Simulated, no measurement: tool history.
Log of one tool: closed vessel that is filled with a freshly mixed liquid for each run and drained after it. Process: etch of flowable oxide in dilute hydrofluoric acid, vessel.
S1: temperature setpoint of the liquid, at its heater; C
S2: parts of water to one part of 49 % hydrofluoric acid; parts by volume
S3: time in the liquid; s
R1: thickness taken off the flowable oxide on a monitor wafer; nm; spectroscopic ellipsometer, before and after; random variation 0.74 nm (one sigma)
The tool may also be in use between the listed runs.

{"run": 1, "hour": 0.0, "S1": 23.0, "S2": 175, "S3": 140, "R1": 23.718}
{"run": 2, "hour": 2.1, "S1": 23.0, "S2": 175, "S3": 105, "R1": 17.995}
{"run": 3, "hour": 9.2, "S1": 23.0, "S2": 175, "S3": 105, "R1": 17.974}
{"run": 4, "hour": 15.8, "S1": 23.0, "S2": 130, "S3": 105, "R1": 25.221}
{"run": 5, "hour": 22.6, "S1": 25.5, "S2": 130, "S3": 105, "R1": 28.188}
{"run": 6, "hour": 31.2, "S1": 25.5, "S2": 130, "S3": 140, "R1": 37.815}
{"run": 7, "hour": 33.4, "S1": 25.5, "S2": 130, "S3": 140, "R1": 37.063}
{"hour": 37.6, "done": "hydrofluoric acid flow meter replaced"}
{"run": 8, "hour": 37.6, "S1": 27.0, "S2": 115, "S3": 140, "R1": 49.245}
{"run": 9, "hour": 38.7, "S1": 28.0, "S2": 115, "S3": 140, "R1": 50.904}
{"run": 10, "hour": 39.7, "S1": 29.0, "S2": 110, "S3": 140, "R1": 54.715}
{"run": 11, "hour": 46.2, "S1": 29.5, "S2": 105, "S3": 140, "R1": 60.618}
{"run": 12, "hour": 49.6, "S1": 30.0, "S2": 100, "S3": 140, "R1": 65.622}
{"run": 13, "hour": 54.4, "S1": 30.5, "S2": 100, "S3": 140, "R1": 64.762}
{"run": 14, "hour": 57.6, "S1": 30.5, "S2": 95, "S3": 140, "R1": 69.693}

Forecast run 15:
{"run": 15, "hour": 60.3, "S1": 31.0, "S2": 95, "S3": 140, "R1": "?"}

Run 15 gave R1 70.805 nm.
